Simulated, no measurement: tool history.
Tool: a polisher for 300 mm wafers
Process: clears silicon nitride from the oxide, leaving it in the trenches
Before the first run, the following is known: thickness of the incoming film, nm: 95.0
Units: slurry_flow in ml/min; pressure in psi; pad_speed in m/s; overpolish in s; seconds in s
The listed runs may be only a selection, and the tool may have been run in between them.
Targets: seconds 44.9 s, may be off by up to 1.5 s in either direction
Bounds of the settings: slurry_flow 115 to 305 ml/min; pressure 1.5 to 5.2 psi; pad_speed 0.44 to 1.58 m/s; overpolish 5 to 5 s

run,hour,slurry_flow,pressure,pad_speed,overpolish,seconds
1,0,195,3.3,1,5,83.938
2,4.6,200,3.9,1.02,5,70.734
3,7.4,200,3.9,1.02,5,68.601
4,11.7,205,4.3,1.02,5,61.833
5,13.9,205,3.5,1.02,5,76.411
6,18.6,220,4,1.02,5,67.104
7,19.4,220,4.4,1.04,5,59.369
8,22.3,220,4.6,1.06,5,56.085

Consider the 4 candidate settings below. Which is the only one whose results all fall within their allowed miss of target?
A,25.2,240,5.2,1.34,5,?
B,25.2,205,5,1.24,5,?
C,25.2,220,3.5,0.96,5,?
D,25.2,230,4.3,1.54,5,?

move,seconds
A,39.294
B,44.954
C,80.888
D,41.515
A: pushes the last run's worst result past its target
B: every result within its allowed miss
C: its largest miss is bigger than the last run's
D: pushes the last run's worst result past its target
So the answer is move B, the one that meets all the targets.
